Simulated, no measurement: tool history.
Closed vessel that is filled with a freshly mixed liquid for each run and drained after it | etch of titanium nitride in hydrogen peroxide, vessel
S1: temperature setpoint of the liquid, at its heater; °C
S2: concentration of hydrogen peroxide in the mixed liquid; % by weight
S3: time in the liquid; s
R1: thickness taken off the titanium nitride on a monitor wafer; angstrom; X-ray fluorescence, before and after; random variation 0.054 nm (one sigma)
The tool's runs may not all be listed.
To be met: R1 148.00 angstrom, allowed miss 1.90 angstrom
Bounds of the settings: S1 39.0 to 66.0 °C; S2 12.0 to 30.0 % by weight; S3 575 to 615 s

Run 1, hour 0.0: S1 55.0 °C, S2 21.5 % by weight, S3 575 s. Result: R1 273.97 angstrom.
Run 2, hour 3.9: S1 55.0 °C, S2 21.5 % by weight, S3 575 s. Result: R1 272.65 angstrom.
Run 3, hour 6.5: S1 52.5 °C, S2 21.5 % by weight, S3 575 s. Result: R1 229.84 angstrom.
Run 4, hour 11.4: S1 50.5 °C, S2 21.5 % by weight, S3 575 s. Result: R1 198.74 angstrom.
Run 5, hour 18.4: S1 50.5 °C, S2 21.5 % by weight, S3 615 s. Result: R1 213.02 angstrom.
Run 6, hour 26.2: S1 53.5 °C, S2 21.5 % by weight, S3 615 s. Result: R1 263.59 angstrom.
Run 7, hour 34.7: S1 51.0 °C, S2 21.5 % by weight, S3 615 s. Result: R1 221.61 angstrom.
Run 8, hour 36.4: S1 49.5 °C, S2 21.5 % by weight, S3 615 s. Result: R1 197.42 angstrom.
Run 9, hour 44.9: S1 48.5 °C, S2 21.5 % by weight, S3 615 s. Result: R1 183.23 angstrom.
Run 10, hour 46.3: S1 47.5 °C, S2 21.5 % by weight, S3 615 s. Result: R1 172.20 angstrom.
Run 11, hour 47.3: S1 47.0 °C, S2 21.5 % by weight, S3 615 s. Result: R1 164.51 angstrom.
Run 12, hour 52.2: S1 46.5 °C, S2 21.5 % by weight, S3 615 s. Result: R1 157.79 angstrom.

Which of these 5 next moves meets every target?
Run A, hour 57.1: S1 47.5 °C, S2 17.0 % by weight, S3 575 s. Result: R1 ?.
Run B, hour 57.1: S1 46.5 °C, S2 21.5 % by weight, S3 575 s. Result: R1 ?.
Run C, hour 57.1: S1 46.5 °C, S2 17.0 % by weight, S3 575 s. Result: R1 ?.
Run D, hour 57.1: S1 46.5 °C, S2 23.5 % by weight, S3 575 s. Result: R1 ?.
Run E, hour 57.1: S1 46.0 °C, S2 20.5 % by weight, S3 585 s. Result: R1 ?.

move      R1
   A  152.38
   B  148.85
   C  141.57
   D  151.74
   E  144.46
A: nearer than the last run, and not there yet
B: meets every target
C: takes the result that was furthest off past its target
D: nearer than the last run, and not there yet
E: takes the result that was furthest off past its target
The right move is B.
